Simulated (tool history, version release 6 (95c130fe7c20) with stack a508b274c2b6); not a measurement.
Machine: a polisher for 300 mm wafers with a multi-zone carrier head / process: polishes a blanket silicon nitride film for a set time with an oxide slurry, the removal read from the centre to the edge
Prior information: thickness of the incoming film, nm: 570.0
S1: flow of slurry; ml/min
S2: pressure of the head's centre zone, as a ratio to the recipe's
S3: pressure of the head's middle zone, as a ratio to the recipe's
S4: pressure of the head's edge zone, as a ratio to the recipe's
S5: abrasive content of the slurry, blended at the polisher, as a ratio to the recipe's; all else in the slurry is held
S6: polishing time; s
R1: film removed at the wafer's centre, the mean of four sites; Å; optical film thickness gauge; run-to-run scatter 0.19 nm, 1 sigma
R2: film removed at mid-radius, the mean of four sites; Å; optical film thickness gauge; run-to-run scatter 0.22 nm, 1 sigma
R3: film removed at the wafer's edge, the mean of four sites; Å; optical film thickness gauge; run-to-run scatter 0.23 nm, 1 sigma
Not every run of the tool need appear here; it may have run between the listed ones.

run 1 day=0 | S1=145 S2=1 S3=1 S4=1 S5=1 S6=48 | R1=255.97 R2=273.71 R3=277.45
run 2 day=0.154 | S1=140 S2=0.97 S3=0.98 S4=1 S5=0.9 S6=47 | R1=233.6 R2=252.66 R3=262.64
run 3 day=0.212 | S1=140 S2=0.91 S3=0.98 S4=1 S5=0.9 S6=47 | R1=215.54 R2=251.18 R3=259.63
run 4 day=0.271 | S1=135 S2=0.9 S3=0.96 S4=0.99 S5=0.85 S6=46 | R1=208.42 R2=235.45 R3=251.27
run 5 day=0.629 | S1=135 S2=0.85 S3=0.96 S4=0.99 S5=0.85 S6=46 | R1=189.88 R2=239.11 R3=255.24
run 6 day=0.808 | S1=135 S2=0.85 S3=0.96 S4=0.99 S5=0.85 S6=35 | R1=145.34 R2=180.31 R3=190.94

Run 7 is up next; what results do you expect?
run 7 day=1.083 | S1=130 S2=0.85 S3=0.95 S4=0.99 S5=0.85 S6=35 | R1=? R2=? R3=?

For run 7 the tool returned R1 142.56 Å, R2 175.46 Å, R3 186.25 Å.
